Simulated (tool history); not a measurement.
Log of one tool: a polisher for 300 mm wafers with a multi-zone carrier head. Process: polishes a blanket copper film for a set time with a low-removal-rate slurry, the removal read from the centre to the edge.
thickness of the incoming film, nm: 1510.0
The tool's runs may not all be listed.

run	hour	flow of slurry (ml/min)	pressure of the head's centre zone	pressure of the head's middle zone	pressure of the head's edge zone	abrasive content of the slurry	polishing time (s)	film removed at the wafer's centre (nm)	film removed at mid-radius (nm)	film removed at the wafer's edge (nm)
1	0	270	1	1	1	1	45	88.676	90.266	88.897
2	1.2	260	0.98	0.96	0.99	0.9	44	82.412	83.104	84.02
3	4.9	260	0.98	0.96	0.96	0.9	44	81.676	82.811	84.123
4	9.8	255	0.97	0.93	0.96	0.8	44	77.515	79.151	81.995
5	10.4	250	0.98	0.9	0.96	0.75	44	79.707	76.48	81.631
6	12.1	250	0.98	0.9	0.96	0.6	44	74.924	73.022	78.588
7	13.9	245	0.97	0.88	0.95	0.6	44	73.74	69.594	77.591
8	16.7	240	0.96	0.87	0.94	0.6	44	73.241	70.771	77.242
9	20	235	0.96	0.86	0.94	0.6	44	73.695	68.681	76.575
10	24.4	225	0.95	0.85	0.94	0.6	44	72.345	67.11	77.228
11	32.8	220	0.94	0.85	0.93	0.6	44	70.683	68.083	75.268
12	35	215	0.94	0.84	0.93	0.6	44	71.343	68.57	76.097
13	42.3	220	0.94	0.83	0.93	0.6	44	71.256	66.933	76.098

The next listed run, before its measurement:
14	44.6	215	0.94	0.83	0.93	0.6	44	?	?	?

film removed at the wafer's centre (nm): 72.434
film removed at mid-radius (nm): 66.802
film removed at the wafer's edge (nm): 76.679
